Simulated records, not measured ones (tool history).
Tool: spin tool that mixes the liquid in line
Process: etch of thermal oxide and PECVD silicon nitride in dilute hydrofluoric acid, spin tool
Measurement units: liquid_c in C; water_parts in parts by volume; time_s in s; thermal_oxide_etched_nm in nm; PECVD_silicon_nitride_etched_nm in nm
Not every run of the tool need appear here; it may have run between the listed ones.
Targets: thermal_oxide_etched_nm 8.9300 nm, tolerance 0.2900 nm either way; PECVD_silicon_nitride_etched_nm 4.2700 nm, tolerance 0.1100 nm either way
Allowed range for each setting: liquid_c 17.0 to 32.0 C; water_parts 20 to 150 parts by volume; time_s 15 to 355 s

run    day  liquid_c  water_parts  time_s  thermal_oxide_etched_nm  PECVD_silicon_nitride_etched_nm
  1  0.000      24.0           85     180                   9.1418                           4.6990
  2  0.308      24.0           85     230                  11.9560                           5.9452
  3  0.400      24.0           60     230                  17.4400                           8.4925
  4  0.654      22.5           60     230                  16.6470                           7.6933
  5  0.733      24.5           60     230                  17.6050                           8.7676
  6  1.029      24.5           60     290                  22.6830                          11.0580
  7  1.142      24.0           75     290                  17.2240                           8.5980
  8  1.512      23.0           85     290                  14.3970                           7.1108

Which of these 4 next moves meets every target?
  A  1.883      25.0          105     190                        ?                                ?
  B  1.883      21.5          100     225                        ?                                ?
  C  1.883      21.5           95     230                        ?                                ?
  D  1.883      19.5           80     210                        ?                                ?

move  thermal_oxide_etched_nm  PECVD_silicon_nitride_etched_nm
   A                   8.1519                           4.3343
   B                   8.8708                           4.2712
   C                   9.6008                           4.5912
   D                   9.7528                           4.3268
A: the worst result of the last run now meets its target, but another is out of spec
B: in spec on every target
C: gains on the last run, yet a result remains outside its allowed miss
D: the worst result of the last run now meets its target, but another is out of spec
So the answer is move B, the one that meets all the targets.
